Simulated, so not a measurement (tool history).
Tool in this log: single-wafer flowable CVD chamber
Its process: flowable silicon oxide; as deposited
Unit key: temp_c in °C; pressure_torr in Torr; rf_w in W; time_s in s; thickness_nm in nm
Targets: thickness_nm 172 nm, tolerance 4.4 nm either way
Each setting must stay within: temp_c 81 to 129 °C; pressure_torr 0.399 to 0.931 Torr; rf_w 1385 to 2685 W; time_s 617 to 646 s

Run 1, hour 0: temp_c 105 °C, pressure_torr 0.665 Torr, rf_w 2035 W, time_s 646 s. Result: thickness_nm 262.33 nm.
Run 2, hour 4.3: temp_c 100 °C, pressure_torr 0.665 Torr, rf_w 2035 W, time_s 646 s. Result: thickness_nm 318.68 nm.
Run 3, hour 12.4: temp_c 100 °C, pressure_torr 0.706 Torr, rf_w 2035 W, time_s 646 s. Result: thickness_nm 336.2 nm.
Run 4, hour 21.2: temp_c 105 °C, pressure_torr 0.705 Torr, rf_w 2035 W, time_s 646 s. Result: thickness_nm 276.88 nm.
Run 5, hour 25.8: temp_c 101 °C, pressure_torr 0.705 Torr, rf_w 2035 W, time_s 646 s. Result: thickness_nm 324.62 nm.
Run 6, hour 33.8: temp_c 106 °C, pressure_torr 0.704 Torr, rf_w 2035 W, time_s 646 s. Result: thickness_nm 265.36 nm.
Run 7, hour 38.5: temp_c 109 °C, pressure_torr 0.703 Torr, rf_w 2035 W, time_s 646 s. Result: thickness_nm 239.22 nm.
Run 8, hour 41.2: temp_c 111 °C, pressure_torr 0.702 Torr, rf_w 2035 W, time_s 646 s. Result: thickness_nm 221.66 nm.
Run 9, hour 43.2: temp_c 113 °C, pressure_torr 0.702 Torr, rf_w 2035 W, time_s 646 s. Result: thickness_nm 205.79 nm.
Run 10, hour 51.6: temp_c 114 °C, pressure_torr 0.702 Torr, rf_w 2035 W, time_s 646 s. Result: thickness_nm 199.02 nm.
Run 11, hour 54.1: temp_c 119 °C, pressure_torr 0.701 Torr, rf_w 2035 W, time_s 646 s. Result: thickness_nm 167.57 nm.

Below are 4 possible settings for the next run. Only one of them brings all results inside the allowed miss of their targets. Which is it?
Run A, hour 56.6: temp_c 120 °C, pressure_torr 0.814 Torr, rf_w 2065 W, time_s 643 s. Result: thickness_nm ?.
Run B, hour 56.6: temp_c 115 °C, pressure_torr 0.617 Torr, rf_w 1770 W, time_s 646 s. Result: thickness_nm ?.
Run C, hour 56.6: temp_c 116 °C, pressure_torr 0.695 Torr, rf_w 2075 W, time_s 646 s. Result: thickness_nm ?.
Run D, hour 56.6: temp_c 118 °C, pressure_torr 0.748 Torr, rf_w 1805 W, time_s 617 s. Result: thickness_nm ?.

move  thickness_nm
   A        188.61
   B        163.87
   C        185.08
   D        171.18
A: carries the result that was furthest off beyond its target, to the other side
B: moves away from the targets compared with the last run
C: carries the result that was furthest off beyond its target, to the other side
D: every result within its allowed miss
The right move is D.
